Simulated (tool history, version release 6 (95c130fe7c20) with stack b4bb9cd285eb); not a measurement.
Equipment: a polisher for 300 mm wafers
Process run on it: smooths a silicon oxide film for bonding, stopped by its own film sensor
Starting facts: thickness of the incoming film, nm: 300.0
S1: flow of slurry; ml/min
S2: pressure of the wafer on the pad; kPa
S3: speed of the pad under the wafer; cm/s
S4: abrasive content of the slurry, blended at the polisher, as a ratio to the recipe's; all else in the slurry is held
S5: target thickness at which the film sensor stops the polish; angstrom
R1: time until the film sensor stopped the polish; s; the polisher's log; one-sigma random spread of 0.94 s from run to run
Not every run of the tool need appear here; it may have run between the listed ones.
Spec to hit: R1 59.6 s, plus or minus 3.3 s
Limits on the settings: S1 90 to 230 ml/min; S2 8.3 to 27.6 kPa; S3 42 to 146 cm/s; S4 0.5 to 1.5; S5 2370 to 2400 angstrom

Run 1, hour 0: S1 150 ml/min, S2 17.9 kPa, S3 94 cm/s, S4 1, S5 2400 angstrom. Result: R1 85.497 s.
Run 2, hour 7.1: S1 150 ml/min, S2 19.3 kPa, S3 94 cm/s, S4 1, S5 2400 angstrom. Result: R1 80.921 s.
Run 3, hour 10.4: S1 175 ml/min, S2 19.3 kPa, S3 94 cm/s, S4 1, S5 2400 angstrom. Result: R1 78.451 s.
Run 4, hour 11.7: S1 140 ml/min, S2 19.3 kPa, S3 94 cm/s, S4 1, S5 2400 angstrom. Result: R1 81.443 s.
Run 5, hour 15.8: S1 105 ml/min, S2 19.3 kPa, S3 94 cm/s, S4 1, S5 2400 angstrom. Result: R1 84.643 s.
Run 6, hour 16.7: S1 105 ml/min, S2 19.3 kPa, S3 72 cm/s, S4 1, S5 2400 angstrom. Result: R1 105.12 s.
Run 7, hour 22.9: S1 105 ml/min, S2 20.7 kPa, S3 74 cm/s, S4 1, S5 2400 angstrom. Result: R1 97.446 s.
At hour 31.7: worn pad replaced by a new one.
Run 8, hour 31.7: S1 105 ml/min, S2 22.1 kPa, S3 78 cm/s, S4 1, S5 2400 angstrom. Result: R1 83.311 s.
Run 9, hour 40.5: S1 105 ml/min, S2 22.8 kPa, S3 78 cm/s, S4 1, S5 2400 angstrom. Result: R1 84.819 s.
Run 10, hour 43.5: S1 105 ml/min, S2 23.4 kPa, S3 80 cm/s, S4 1, S5 2400 angstrom. Result: R1 79.413 s.
Run 11, hour 49.7: S1 105 ml/min, S2 24.1 kPa, S3 82 cm/s, S4 1, S5 2400 angstrom. Result: R1 75.173 s.
Run 12, hour 52.9: S1 105 ml/min, S2 24.1 kPa, S3 82 cm/s, S4 1, S5 2400 angstrom. Result: R1 76.35 s.
Run 13, hour 55.9: S1 105 ml/min, S2 24.8 kPa, S3 84 cm/s, S4 1, S5 2400 angstrom. Result: R1 71.091 s.
Run 14, hour 64: S1 105 ml/min, S2 25.5 kPa, S3 84 cm/s, S4 1, S5 2400 angstrom. Result: R1 68.513 s.

Which of these 5 next moves meets every target?
Run A, hour 72.1: S1 145 ml/min, S2 26.2 kPa, S3 84 cm/s, S4 1.15, S5 2400 angstrom. Result: R1 ?.
Run B, hour 72.1: S1 90 ml/min, S2 24.1 kPa, S3 78 cm/s, S4 1.05, S5 2370 angstrom. Result: R1 ?.
Run C, hour 72.1: S1 110 ml/min, S2 27.6 kPa, S3 106 cm/s, S4 1.1, S5 2400 angstrom. Result: R1 ?.
Run D, hour 72.1: S1 95 ml/min, S2 26.9 kPa, S3 86 cm/s, S4 0.85, S5 2400 angstrom. Result: R1 ?.
Run E, hour 72.1: S1 90 ml/min, S2 27.6 kPa, S3 76 cm/s, S4 1.15, S5 2400 angstrom. Result: R1 ?.

move      R1
   A  60.555
   B  82.614
   C  51.266
   D  70.432
   E  68.806
A: all results land within tolerance of their targets
B: its largest miss is bigger than the last run's
C: pushes the last run's worst result past its target
D: its largest miss is bigger than the last run's
E: just as far off the targets as the last run
Answer: A

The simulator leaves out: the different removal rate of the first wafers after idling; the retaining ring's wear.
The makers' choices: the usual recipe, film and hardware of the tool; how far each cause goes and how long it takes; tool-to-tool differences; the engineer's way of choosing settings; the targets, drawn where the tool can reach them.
